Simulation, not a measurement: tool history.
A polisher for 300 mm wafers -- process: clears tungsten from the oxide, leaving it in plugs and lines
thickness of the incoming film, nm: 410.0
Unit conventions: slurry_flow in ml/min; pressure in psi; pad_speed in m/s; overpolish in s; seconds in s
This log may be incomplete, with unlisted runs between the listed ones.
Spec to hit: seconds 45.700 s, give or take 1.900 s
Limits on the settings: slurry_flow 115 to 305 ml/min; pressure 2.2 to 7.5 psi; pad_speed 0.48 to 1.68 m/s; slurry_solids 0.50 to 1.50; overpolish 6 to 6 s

{"run": 1, "hour": 0.0, "slurry_flow": 195, "pressure": 4.8, "pad_speed": 1.08, "slurry_solids": 1.0, "overpolish": 6, "seconds": 81.899}
{"run": 2, "hour": 1.9, "slurry_flow": 195, "pressure": 5.3, "pad_speed": 1.08, "slurry_solids": 1.0, "overpolish": 6, "seconds": 74.574}
{"run": 3, "hour": 8.9, "slurry_flow": 195, "pressure": 5.7, "pad_speed": 1.1, "slurry_solids": 1.0, "overpolish": 6, "seconds": 68.837}
{"run": 4, "hour": 16.0, "slurry_flow": 230, "pressure": 5.7, "pad_speed": 1.1, "slurry_solids": 1.0, "overpolish": 6, "seconds": 68.791}
{"run": 5, "hour": 21.1, "slurry_flow": 230, "pressure": 5.7, "pad_speed": 1.1, "slurry_solids": 0.85, "overpolish": 6, "seconds": 72.645}
{"run": 6, "hour": 23.6, "slurry_flow": 230, "pressure": 6.0, "pad_speed": 1.14, "slurry_solids": 0.85, "overpolish": 6, "seconds": 65.779}
{"run": 7, "hour": 26.5, "slurry_flow": 230, "pressure": 6.3, "pad_speed": 1.16, "slurry_solids": 0.85, "overpolish": 6, "seconds": 63.217}
{"run": 8, "hour": 29.3, "slurry_flow": 230, "pressure": 6.5, "pad_speed": 1.2, "slurry_solids": 0.85, "overpolish": 6, "seconds": 59.344}
{"run": 9, "hour": 32.4, "slurry_flow": 230, "pressure": 6.7, "pad_speed": 1.22, "slurry_solids": 0.85, "overpolish": 6, "seconds": 56.617}
{"run": 10, "hour": 39.6, "slurry_flow": 235, "pressure": 7.5, "pad_speed": 1.3, "slurry_solids": 0.85, "overpolish": 6, "seconds": 48.231}

Pick the move, out of 5, that brings all results within their allowed miss; only one does.
{"run": "A", "hour": 46.8, "slurry_flow": 275, "pressure": 7.5, "pad_speed": 1.22, "slurry_solids": 0.8, "overpolish": 6, "seconds": "?"}
{"run": "B", "hour": 46.8, "slurry_flow": 240, "pressure": 7.5, "pad_speed": 1.22, "slurry_solids": 0.85, "overpolish": 6, "seconds": "?"}
{"run": "C", "hour": 46.8, "slurry_flow": 255, "pressure": 7.5, "pad_speed": 1.42, "slurry_solids": 0.95, "overpolish": 6, "seconds": "?"}
{"run": "D", "hour": 46.8, "slurry_flow": 245, "pressure": 7.4, "pad_speed": 1.36, "slurry_solids": 0.7, "overpolish": 6, "seconds": "?"}
{"run": "E", "hour": 46.8, "slurry_flow": 200, "pressure": 7.5, "pad_speed": 1.36, "slurry_solids": 0.9, "overpolish": 6, "seconds": "?"}

move=A seconds=51.620
move=B seconds=51.316
move=C seconds=42.614
move=D seconds=49.382
move=E seconds=46.191
A: misses by more than the last run did
B: misses by more than the last run did
C: the result that was furthest off in the last run now lies on the other side of its target
D: misses by more than the last run did
E: every result lands within tolerance
Correct choice: E, which meets every target

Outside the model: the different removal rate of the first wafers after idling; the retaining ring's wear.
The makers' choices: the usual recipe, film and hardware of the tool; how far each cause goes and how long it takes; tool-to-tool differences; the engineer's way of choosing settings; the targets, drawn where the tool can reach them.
